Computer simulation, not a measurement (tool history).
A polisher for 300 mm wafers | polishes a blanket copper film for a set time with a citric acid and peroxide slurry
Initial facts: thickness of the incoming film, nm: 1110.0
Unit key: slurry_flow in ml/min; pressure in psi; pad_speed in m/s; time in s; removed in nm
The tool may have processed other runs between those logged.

Run 1, day 0: slurry_flow 215 ml/min, pressure 3.2 psi, pad_speed 0.78 m/s, slurry_solids 1, time 88 s. Result: removed 134.88 nm.
Run 2, day 0.196: slurry_flow 240 ml/min, pressure 3.2 psi, pad_speed 0.78 m/s, slurry_solids 1, time 88 s. Result: removed 136.62 nm.
Run 3, day 0.55: slurry_flow 240 ml/min, pressure 3 psi, pad_speed 0.78 m/s, slurry_solids 1, time 88 s. Result: removed 130.31 nm.
Run 4, day 0.717: slurry_flow 285 ml/min, pressure 3 psi, pad_speed 0.78 m/s, slurry_solids 1, time 88 s. Result: removed 134.28 nm.
Run 5, day 1: slurry_flow 305 ml/min, pressure 3 psi, pad_speed 0.78 m/s, slurry_solids 1, time 88 s. Result: removed 133.52 nm.
Run 6, day 1.158: slurry_flow 305 ml/min, pressure 3 psi, pad_speed 0.78 m/s, slurry_solids 0.85, time 88 s. Result: removed 130.01 nm.
Run 7, day 1.283: slurry_flow 305 ml/min, pressure 2.8 psi, pad_speed 0.78 m/s, slurry_solids 0.85, time 88 s. Result: removed 122.04 nm.
Run 8, day 1.354: slurry_flow 305 ml/min, pressure 2.7 psi, pad_speed 0.78 m/s, slurry_solids 0.85, time 88 s. Result: removed 118.95 nm.

Forecast run 9:
Run 9, day 1.617: slurry_flow 305 ml/min, pressure 2.6 psi, pad_speed 0.78 m/s, slurry_solids 0.85, time 88 s. Result: removed ?.

Run 9 gave removed 116.93 nm.

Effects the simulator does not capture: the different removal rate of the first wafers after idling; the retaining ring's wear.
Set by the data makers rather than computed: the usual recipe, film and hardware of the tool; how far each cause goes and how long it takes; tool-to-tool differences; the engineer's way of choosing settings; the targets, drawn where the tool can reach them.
